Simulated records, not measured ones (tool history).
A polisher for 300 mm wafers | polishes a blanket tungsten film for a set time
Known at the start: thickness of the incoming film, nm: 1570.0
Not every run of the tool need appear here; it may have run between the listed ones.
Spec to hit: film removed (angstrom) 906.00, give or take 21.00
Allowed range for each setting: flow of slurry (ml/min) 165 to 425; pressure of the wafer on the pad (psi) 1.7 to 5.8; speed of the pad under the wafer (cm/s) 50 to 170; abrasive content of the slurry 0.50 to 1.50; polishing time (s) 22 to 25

run  hour  flow of slurry (ml/min)  pressure of the wafer on the pad (psi)  speed of the pad under the wafer (cm/s)  abrasive content of the slurry  polishing time (s)  film removed (angstrom)
  1   0.0                      275                                     3.7                                      110                            1.00                  25                  1208.70
  2   5.1                      270                                     3.4                                      110                            1.00                  25                  1128.20
  3   9.0                      270                                     3.2                                      110                            1.00                  25                  1084.30
  4  15.9                      270                                     3.7                                      110                            1.00                  25                  1209.10
  5  23.0                      265                                     3.4                                      110                            1.00                  25                  1136.40
  6  25.7                      215                                     3.4                                      110                            1.00                  25                  1116.60
  7  31.0                      215                                     3.2                                      110                            1.00                  25                  1061.70
  8  33.1                      215                                     3.0                                      110                            1.00                  25                  1008.80

4 candidate next runs follow, results not yet known. Just one meets every target within its allowed miss. Identify it.
  A  35.2                      290                                     3.8                                       90                            0.75                  23                        ?
  B  35.2                      325                                     2.7                                      116                            1.05                  22                        ?
  C  35.2                      240                                     3.4                                       84                            0.90                  23                        ?
  D  35.2                      225                                     2.8                                      120                            0.90                  24                        ?

move  film removed (angstrom)
   A                   959.23
   B                   897.27
   C                   866.77
   D                   960.57
A: closes in on the targets versus the last run, not all within tolerance yet
B: meets every target
C: carries the result that was furthest off beyond its target, to the other side
D: closes in on the targets versus the last run, not all within tolerance yet
B is the move that brings every result within its allowed miss.
